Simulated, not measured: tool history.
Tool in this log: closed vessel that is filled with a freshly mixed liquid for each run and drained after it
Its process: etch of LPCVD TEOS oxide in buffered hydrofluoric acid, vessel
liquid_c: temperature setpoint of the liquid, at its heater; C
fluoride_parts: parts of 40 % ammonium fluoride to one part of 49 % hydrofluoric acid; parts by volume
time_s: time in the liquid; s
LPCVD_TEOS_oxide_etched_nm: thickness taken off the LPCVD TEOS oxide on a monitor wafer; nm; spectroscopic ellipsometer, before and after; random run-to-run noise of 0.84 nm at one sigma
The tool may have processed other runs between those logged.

{"run": 1, "hour": 0.0, "liquid_c": 23, "fluoride_parts": 8.5, "time_s": 95, "LPCVD_TEOS_oxide_etched_nm": 352.03}
{"run": 2, "hour": 0.9, "liquid_c": 22, "fluoride_parts": 8.5, "time_s": 95, "LPCVD_TEOS_oxide_etched_nm": 334.21}
{"run": 3, "hour": 2.7, "liquid_c": 22, "fluoride_parts": 8.5, "time_s": 100, "LPCVD_TEOS_oxide_etched_nm": 352.76}
{"run": 4, "hour": 6.1, "liquid_c": 25, "fluoride_parts": 8.5, "time_s": 100, "LPCVD_TEOS_oxide_etched_nm": 414.35}
{"run": 5, "hour": 13.1, "liquid_c": 25, "fluoride_parts": 8.5, "time_s": 100, "LPCVD_TEOS_oxide_etched_nm": 413.45}
{"run": 6, "hour": 16.2, "liquid_c": 22.5, "fluoride_parts": 8.5, "time_s": 100, "LPCVD_TEOS_oxide_etched_nm": 358.84}
{"run": 7, "hour": 21.0, "liquid_c": 21.5, "fluoride_parts": 8.5, "time_s": 100, "LPCVD_TEOS_oxide_etched_nm": 343.12}
{"hour": 29.8, "done": "hydrofluoric acid flow meter replaced"}
{"run": 8, "hour": 29.8, "liquid_c": 17.5, "fluoride_parts": 8.5, "time_s": 100, "LPCVD_TEOS_oxide_etched_nm": 246.73}

Forecast run 9:
{"run": 9, "hour": 37.7, "liquid_c": 18, "fluoride_parts": 8.5, "time_s": 100, "LPCVD_TEOS_oxide_etched_nm": "?"}

{"run 9": {"LPCVD_TEOS_oxide_etched_nm": 254.94}}
